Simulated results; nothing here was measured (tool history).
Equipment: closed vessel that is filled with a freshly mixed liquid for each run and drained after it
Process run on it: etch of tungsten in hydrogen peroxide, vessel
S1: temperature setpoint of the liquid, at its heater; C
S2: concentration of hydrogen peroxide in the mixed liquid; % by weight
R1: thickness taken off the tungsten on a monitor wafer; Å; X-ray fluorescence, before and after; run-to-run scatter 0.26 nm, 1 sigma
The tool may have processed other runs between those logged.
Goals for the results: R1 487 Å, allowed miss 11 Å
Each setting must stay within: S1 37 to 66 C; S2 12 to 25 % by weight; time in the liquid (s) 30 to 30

run 1 day=0 | S1=53 S2=17 time_in_the_liquid_(s)=30 | R1=390.15
run 2 day=0.188 | S1=53.5 S2=17 time_in_the_liquid_(s)=30 | R1=402.4
run 3 day=0.417 | S1=49 S2=17 time_in_the_liquid_(s)=30 | R1=305.27
run 4 day=0.479 | S1=53 S2=17 time_in_the_liquid_(s)=30 | R1=389.56
run 5 day=0.788 | S1=53 S2=15 time_in_the_liquid_(s)=30 | R1=363.09
run 6 day=1.146 | S1=53.5 S2=15 time_in_the_liquid_(s)=30 | R1=377.31
run 7 day=1.442 | S1=54 S2=15 time_in_the_liquid_(s)=30 | R1=390.13
run 8 day=1.612 | S1=54.5 S2=15 time_in_the_liquid_(s)=30 | R1=396.95
run 9 day=1.979 | S1=55 S2=15 time_in_the_liquid_(s)=30 | R1=414.08
run 10 day=2.029 | S1=55.5 S2=15 time_in_the_liquid_(s)=30 | R1=424.33
run 11 day=2.096 | S1=56 S2=15 time_in_the_liquid_(s)=30 | R1=436.15

Exercise: of the 4 proposed moves below, exactly one satisfies all targets within the stated allowed misses. Which move is it?
run A day=2.162 | S1=60.5 S2=12.5 time_in_the_liquid_(s)=30 | R1=?
run B day=2.162 | S1=58 S2=15 time_in_the_liquid_(s)=30 | R1=?
run C day=2.162 | S1=60 S2=13 time_in_the_liquid_(s)=30 | R1=?
run D day=2.162 | S1=56 S2=16 time_in_the_liquid_(s)=30 | R1=?

move=A R1=521.3
move=B R1=494.26
move=C R1=516.57
move=D R1=454.06
A: moves the result that the last run missed by most past its target, out the other side
B: all results in spec
C: moves the result that the last run missed by most past its target, out the other side
D: closes in on the targets versus the last run, not all within tolerance yet
The move that meets every target is B.

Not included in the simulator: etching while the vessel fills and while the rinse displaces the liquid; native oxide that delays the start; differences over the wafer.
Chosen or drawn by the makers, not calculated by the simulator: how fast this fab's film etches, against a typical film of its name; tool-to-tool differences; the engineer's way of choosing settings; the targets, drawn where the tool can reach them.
